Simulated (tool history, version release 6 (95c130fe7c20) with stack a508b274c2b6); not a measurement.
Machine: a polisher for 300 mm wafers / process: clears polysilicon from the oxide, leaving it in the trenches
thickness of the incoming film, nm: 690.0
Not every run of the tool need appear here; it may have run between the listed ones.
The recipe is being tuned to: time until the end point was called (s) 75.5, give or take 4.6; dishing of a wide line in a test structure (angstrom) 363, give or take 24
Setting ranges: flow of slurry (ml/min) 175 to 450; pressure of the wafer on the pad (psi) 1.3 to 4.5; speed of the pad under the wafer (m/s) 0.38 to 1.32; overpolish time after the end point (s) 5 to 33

run  hour  flow of slurry (ml/min)  pressure of the wafer on the pad (psi)  speed of the pad under the wafer (m/s)  overpolish time after the end point (s)  time until the end point was called (s)  dishing of a wide line in a test structure (angstrom)
  1     0                      290                                     2.9                                    0.84                                       17                                   55.464                                                 412.63
  2   4.8                      290                                     2.9                                    1.04                                       17                                   44.309                                                 422.91
  3  12.7                      290                                     2.9                                    1.14                                       17                                   41.431                                                 424.15
  4  18.2                      250                                     2.9                                    1.14                                       17                                   40.693                                                 411.86
  5  19.9                      250                                     2.9                                    1.14                                       10                                   40.306                                                 411.45
  6    21                      250                                     2.9                                    1.14                                       14                                   41.783                                                 418.14
  7  25.9                      235                                     2.7                                    1.12                                       12                                   46.311                                                  427.1
  8  31.4                      230                                     2.9                                    0.98                                       11                                   47.525                                                 406.09
  9  36.9                      220                                     2.9                                    0.88                                       10                                    55.52                                                 389.59
 10  43.2                      185                                     2.3                                    0.78                                        5                                   77.248                                                 260.97
 11  44.5                      195                                     2.4                                    0.76                                        8                                   79.471                                                  330.5

Below are 5 possible settings for the next run. Only one of them brings all results inside the allowed miss of their targets. Which is it?
  A  45.8                      230                                     1.9                                    0.96                                        5                                        ?                                                      ?
  B  45.8                      175                                     2.5                                     0.7                                        8                                        ?                                                      ?
  C  45.8                      265                                     2.2                                    0.76                                        6                                        ?                                                      ?
  D  45.8                      235                                     2.5                                     0.7                                       11                                        ?                                                      ?
  E  45.8                      220                                     2.2                                     0.8                                        6                                        ?                                                      ?

move  time until the end point was called (s)  dishing of a wide line in a test structure (angstrom)
   A                                   72.216                                                 265.37
   B                                   77.811                                                 324.16
   C                                   76.719                                                    284
   D                                   74.275                                                  369.1
   E                                   74.899                                                 287.64
A: moves away from the targets compared with the last run
B: moves away from the targets compared with the last run
C: moves away from the targets compared with the last run
D: every result within its allowed miss
E: moves away from the targets compared with the last run
D is the move that brings every result within its allowed miss.
